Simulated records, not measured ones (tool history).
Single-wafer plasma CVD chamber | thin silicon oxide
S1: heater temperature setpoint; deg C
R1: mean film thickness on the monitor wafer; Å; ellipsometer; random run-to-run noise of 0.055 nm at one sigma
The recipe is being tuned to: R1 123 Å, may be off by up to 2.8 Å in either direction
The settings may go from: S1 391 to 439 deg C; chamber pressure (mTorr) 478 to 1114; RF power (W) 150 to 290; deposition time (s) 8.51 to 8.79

run 1 hour=0 | S1=415 chamber_pressure_(mTorr)=796 RF_power_(W)=220 deposition_time_(s)=8.51 | R1=135.44
run 2 hour=8.3 | S1=415 chamber_pressure_(mTorr)=796 RF_power_(W)=240 deposition_time_(s)=8.51 | R1=142.19
run 3 hour=10.6 | S1=415 chamber_pressure_(mTorr)=796 RF_power_(W)=240 deposition_time_(s)=8.79 | R1=146.89
run 4 hour=11.4 | S1=415 chamber_pressure_(mTorr)=771 RF_power_(W)=240 deposition_time_(s)=8.79 | R1=143.32
run 5 hour=14.1 | S1=415 chamber_pressure_(mTorr)=748 RF_power_(W)=240 deposition_time_(s)=8.79 | R1=139.58
run 6 hour=18.9 | S1=415 chamber_pressure_(mTorr)=729 RF_power_(W)=240 deposition_time_(s)=8.79 | R1=133.56
run 7 hour=26.3 | S1=415 chamber_pressure_(mTorr)=719 RF_power_(W)=240 deposition_time_(s)=8.79 | R1=132.78
run 8 hour=28.4 | S1=415 chamber_pressure_(mTorr)=709 RF_power_(W)=240 deposition_time_(s)=8.79 | R1=130.93
run 9 hour=37 | S1=415 chamber_pressure_(mTorr)=701 RF_power_(W)=240 deposition_time_(s)=8.79 | R1=128.85
run 10 hour=38.3 | S1=415 chamber_pressure_(mTorr)=695 RF_power_(W)=240 deposition_time_(s)=8.79 | R1=128.36
run 11 hour=41.9 | S1=415 chamber_pressure_(mTorr)=690 RF_power_(W)=240 deposition_time_(s)=8.79 | R1=127.07
run 12 hour=46.1 | S1=415 chamber_pressure_(mTorr)=686 RF_power_(W)=240 deposition_time_(s)=8.79 | R1=125.06

4 next moves are on the table. One of them brings every result within its allowed miss. Which?
run A hour=50.3 | S1=416 chamber_pressure_(mTorr)=747 RF_power_(W)=215 deposition_time_(s)=8.79 | R1=?
run B hour=50.3 | S1=409 chamber_pressure_(mTorr)=716 RF_power_(W)=250 deposition_time_(s)=8.51 | R1=?
run C hour=50.3 | S1=407 chamber_pressure_(mTorr)=659 RF_power_(W)=270 deposition_time_(s)=8.79 | R1=?
run D hour=50.3 | S1=410 chamber_pressure_(mTorr)=651 RF_power_(W)=280 deposition_time_(s)=8.51 | R1=?

move=A R1=130.26
move=B R1=130.16
move=C R1=127.41
move=D R1=123.36
A: its largest miss is bigger than the last run's
B: its largest miss is bigger than the last run's
C: its largest miss is bigger than the last run's
D: all results in spec
Move D is the one to make.

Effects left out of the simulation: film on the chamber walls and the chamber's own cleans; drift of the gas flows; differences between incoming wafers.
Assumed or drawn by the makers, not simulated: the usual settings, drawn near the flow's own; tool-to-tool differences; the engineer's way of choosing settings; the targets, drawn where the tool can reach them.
